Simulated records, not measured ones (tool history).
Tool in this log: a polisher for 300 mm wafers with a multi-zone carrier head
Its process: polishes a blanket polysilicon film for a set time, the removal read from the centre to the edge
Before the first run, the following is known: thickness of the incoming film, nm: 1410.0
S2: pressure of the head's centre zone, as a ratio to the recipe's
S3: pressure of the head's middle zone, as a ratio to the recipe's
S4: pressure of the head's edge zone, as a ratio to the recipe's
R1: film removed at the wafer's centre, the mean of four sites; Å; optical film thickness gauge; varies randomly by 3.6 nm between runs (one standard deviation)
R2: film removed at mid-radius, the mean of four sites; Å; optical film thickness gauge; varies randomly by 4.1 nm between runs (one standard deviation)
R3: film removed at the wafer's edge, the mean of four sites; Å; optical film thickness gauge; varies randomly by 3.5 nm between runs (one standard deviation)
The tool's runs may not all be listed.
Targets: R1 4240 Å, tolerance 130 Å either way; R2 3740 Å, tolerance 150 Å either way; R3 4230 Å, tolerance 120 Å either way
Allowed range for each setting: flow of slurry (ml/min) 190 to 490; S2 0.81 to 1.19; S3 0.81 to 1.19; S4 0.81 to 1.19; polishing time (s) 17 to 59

{"run": 1, "hour": 0.0, "flow of slurry (ml/min)": 315, "S2": 1, "S3": 1, "S4": 1, "polishing time (s)": 38, "R1": 2840.8, "R2": 2776.3, "R3": 2801.4}
{"run": 2, "hour": 8.3, "flow of slurry (ml/min)": 315, "S2": 1.01, "S3": 0.99, "S4": 1.03, "polishing time (s)": 40, "R1": 2934.2, "R2": 2884.7, "R3": 2997.7}
{"run": 3, "hour": 11.0, "flow of slurry (ml/min)": 320, "S2": 1.04, "S3": 0.99, "S4": 1.05, "polishing time (s)": 42, "R1": 3202.8, "R2": 3072, "R3": 3131.7}
{"run": 4, "hour": 19.2, "flow of slurry (ml/min)": 320, "S2": 1.04, "S3": 1.07, "S4": 1.05, "polishing time (s)": 42, "R1": 3283.1, "R2": 3329.7, "R3": 3177.8}
{"run": 5, "hour": 27.2, "flow of slurry (ml/min)": 320, "S2": 1.05, "S3": 1.04, "S4": 1.07, "polishing time (s)": 44, "R1": 3417, "R2": 3355.8, "R3": 3360.4}
{"run": 6, "hour": 35.4, "flow of slurry (ml/min)": 320, "S2": 1.05, "S3": 1.04, "S4": 1.01, "polishing time (s)": 44, "R1": 3399.2, "R2": 3418.1, "R3": 3242}
{"run": 7, "hour": 35.9, "flow of slurry (ml/min)": 320, "S2": 1.06, "S3": 1.02, "S4": 1.04, "polishing time (s)": 45, "R1": 3535.2, "R2": 3404, "R3": 3372.5}
{"run": 8, "hour": 37.5, "flow of slurry (ml/min)": 320, "S2": 1.06, "S3": 1.02, "S4": 1.04, "polishing time (s)": 45, "R1": 3495.5, "R2": 3408.4, "R3": 3395.9}
{"run": 9, "hour": 38.1, "flow of slurry (ml/min)": 320, "S2": 1.07, "S3": 1.01, "S4": 1.06, "polishing time (s)": 46, "R1": 3589.5, "R2": 3356.5, "R3": 3460.7}
{"run": 10, "hour": 46.7, "flow of slurry (ml/min)": 320, "S2": 1.08, "S3": 1.01, "S4": 1.08, "polishing time (s)": 47, "R1": 3743.8, "R2": 3524.7, "R3": 3604.9}
{"run": 11, "hour": 53.5, "flow of slurry (ml/min)": 320, "S2": 1.08, "S3": 1, "S4": 1.1, "polishing time (s)": 48, "R1": 3876.8, "R2": 3568, "R3": 3723.1}
{"run": 12, "hour": 56.8, "flow of slurry (ml/min)": 320, "S2": 1.08, "S3": 0.99, "S4": 1.12, "polishing time (s)": 49, "R1": 3891.7, "R2": 3580.7, "R3": 3749.3}
{"run": 13, "hour": 63.9, "flow of slurry (ml/min)": 320, "S2": 1.08, "S3": 0.98, "S4": 1.13, "polishing time (s)": 50, "R1": 3979.7, "R2": 3650.5, "R3": 3932.3}
{"run": 14, "hour": 67.4, "flow of slurry (ml/min)": 325, "S2": 1.08, "S3": 0.98, "S4": 1.14, "polishing time (s)": 50, "R1": 4015.9, "R2": 3660.5, "R3": 3916.4}

Next run, 5 choices. One meets every target within its allowed miss, the rest don't. Which?
{"run": "A", "hour": 70.9, "flow of slurry (ml/min)": 275, "S2": 0.97, "S3": 0.89, "S4": 1.19, "polishing time (s)": 56, "R1": "?", "R2": "?", "R3": "?"}
{"run": "B", "hour": 70.9, "flow of slurry (ml/min)": 450, "S2": 1, "S3": 0.98, "S4": 1.02, "polishing time (s)": 50, "R1": "?", "R2": "?", "R3": "?"}
{"run": "C", "hour": 70.9, "flow of slurry (ml/min)": 315, "S2": 1.12, "S3": 0.97, "S4": 1.19, "polishing time (s)": 52, "R1": "?", "R2": "?", "R3": "?"}
{"run": "D", "hour": 70.9, "flow of slurry (ml/min)": 350, "S2": 1.11, "S3": 1.08, "S4": 1.12, "polishing time (s)": 49, "R1": "?", "R2": "?", "R3": "?"}
{"run": "E", "hour": 70.9, "flow of slurry (ml/min)": 375, "S2": 1.17, "S3": 0.96, "S4": 1.15, "polishing time (s)": 52, "R1": "?", "R2": "?", "R3": "?"}

move=A R1=3954.1 R2=3808.2 R3=4543.3
move=B R1=3792.1 R2=3821.5 R3=3853.1
move=C R1=4300.1 R2=3839.7 R3=4250.8
move=D R1=4054.8 R2=3995.7 R3=3900.1
move=E R1=4558.4 R2=3855.6 R3=4218.2
A: moves the result that the last run missed by most past its target, out the other side
B: further off than the last run
C: meets every target
D: further off than the last run
E: brings the last run's worst result on target, with another outside its allowed miss
Go with C: it meets all targets.

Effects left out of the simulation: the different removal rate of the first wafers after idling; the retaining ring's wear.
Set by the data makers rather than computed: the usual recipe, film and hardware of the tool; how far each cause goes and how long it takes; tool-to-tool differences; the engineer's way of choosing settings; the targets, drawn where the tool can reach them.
